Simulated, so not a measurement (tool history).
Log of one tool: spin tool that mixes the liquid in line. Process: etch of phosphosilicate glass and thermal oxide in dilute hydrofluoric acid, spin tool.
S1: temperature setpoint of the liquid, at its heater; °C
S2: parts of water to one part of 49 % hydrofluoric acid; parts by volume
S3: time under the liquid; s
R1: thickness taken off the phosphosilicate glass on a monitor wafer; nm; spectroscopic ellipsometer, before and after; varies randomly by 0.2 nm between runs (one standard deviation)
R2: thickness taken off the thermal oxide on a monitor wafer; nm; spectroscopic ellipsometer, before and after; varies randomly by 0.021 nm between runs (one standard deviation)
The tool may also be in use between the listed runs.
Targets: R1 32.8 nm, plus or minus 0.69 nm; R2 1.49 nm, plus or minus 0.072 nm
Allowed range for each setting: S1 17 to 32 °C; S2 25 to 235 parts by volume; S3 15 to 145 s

| run | hour | S1 | S2 | S3 | R1 | R2 |
|---|---|---|---|---|---|---|
| 1 | 0 | 24 | 130 | 75 | 56.591 | 2.5826 |
| 2 | 2.7 | 24 | 130 | 60 | 45.432 | 2.0686 |
| 3 | 9 | 27 | 130 | 60 | 50.987 | 2.2956 |
| 4 | 16.7 | 23.5 | 130 | 60 | 44.464 | 1.9948 |
| 5 | 24.2 | 21.5 | 130 | 60 | 40.795 | 1.8567 |
| 6 | 29.5 | 21.5 | 130 | 90 | 61.694 | 2.7614 |
| 7 | 37.4 | 20.5 | 145 | 90 | 52.318 | 2.3273 |
| 8 | 39.5 | 19.5 | 155 | 90 | 46.746 | 2.1426 |
| 9 | 41.3 | 19.5 | 200 | 90 | 34.545 | 1.5136 |
| 10 | 46 | 19 | 200 | 90 | 33.505 | 1.5577 |

5 next moves are on the table. One of them brings every result within its allowed miss. Which?
| A | 50.7 | 24 | 210 | 80 | ? | ? |
| B | 50.7 | 20.5 | 235 | 105 | ? | ? |
| C | 50.7 | 20 | 185 | 80 | ? | ? |
| D | 50.7 | 22 | 235 | 95 | ? | ? |
| E | 50.7 | 23 | 225 | 90 | ? | ? |

| move | R1 | R2 |
|---|---|---|
| A | 34.557 | 1.566 |
| B | 34.7 | 1.5725 |
| C | 34.596 | 1.5678 |
| D | 33.202 | 1.5046 |
| E | 34.432 | 1.5604 |
A: misses by more than the last run did
B: misses by more than the last run did
C: misses by more than the last run did
D: each result inside its tolerance
E: misses by more than the last run did
Go with D: it meets all targets.
